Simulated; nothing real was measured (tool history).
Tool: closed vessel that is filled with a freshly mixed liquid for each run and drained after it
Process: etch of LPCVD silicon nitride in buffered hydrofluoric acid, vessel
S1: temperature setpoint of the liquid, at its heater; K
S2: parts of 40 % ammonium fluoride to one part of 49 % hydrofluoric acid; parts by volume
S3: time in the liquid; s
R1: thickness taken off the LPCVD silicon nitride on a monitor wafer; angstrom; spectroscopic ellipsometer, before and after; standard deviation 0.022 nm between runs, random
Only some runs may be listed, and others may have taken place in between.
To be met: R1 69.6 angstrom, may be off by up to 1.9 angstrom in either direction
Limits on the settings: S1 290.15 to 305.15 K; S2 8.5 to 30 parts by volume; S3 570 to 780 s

Run 1, hour 0: S1 298.15 K, S2 23.5 parts by volume, S3 780 s. Result: R1 60.791 angstrom.
Run 2, hour 0.5: S1 298.65 K, S2 23.5 parts by volume, S3 780 s. Result: R1 62.095 angstrom.
Run 3, hour 9.2: S1 299.15 K, S2 23.5 parts by volume, S3 780 s. Result: R1 63.971 angstrom.
Run 4, hour 12.7: S1 299.15 K, S2 23.5 parts by volume, S3 570 s. Result: R1 47 angstrom.
Run 5, hour 20.7: S1 300.65 K, S2 23.5 parts by volume, S3 570 s. Result: R1 50.81 angstrom.
Run 6, hour 25.2: S1 300.65 K, S2 27 parts by volume, S3 570 s. Result: R1 46.442 angstrom.
Run 7, hour 26.6: S1 301.15 K, S2 24.5 parts by volume, S3 575 s. Result: R1 51.234 angstrom.
Run 8, hour 33.9: S1 301.65 K, S2 23 parts by volume, S3 575 s. Result: R1 55.027 angstrom.
Run 9, hour 37.2: S1 305.15 K, S2 21 parts by volume, S3 580 s. Result: R1 71.93 angstrom.

Consider the 5 candidate settings below. Which is the only one whose results all fall within their allowed miss of target?
Run A, hour 40.5: S1 302.65 K, S2 24 parts by volume, S3 760 s. Result: R1 ?.
Run B, hour 40.5: S1 305.15 K, S2 22.5 parts by volume, S3 640 s. Result: R1 ?.
Run C, hour 40.5: S1 305.15 K, S2 27 parts by volume, S3 710 s. Result: R1 ?.
Run D, hour 40.5: S1 305.15 K, S2 28.5 parts by volume, S3 705 s. Result: R1 ?.
Run E, hour 40.5: S1 305.15 K, S2 22 parts by volume, S3 660 s. Result: R1 ?.

move      R1
   A  74.614
   B  74.891
   C  73.382
   D  70.236
   E  78.424
A: misses by more than the last run did
B: misses by more than the last run did
C: misses by more than the last run did
D: each result inside its tolerance
E: misses by more than the last run did
Answer: D
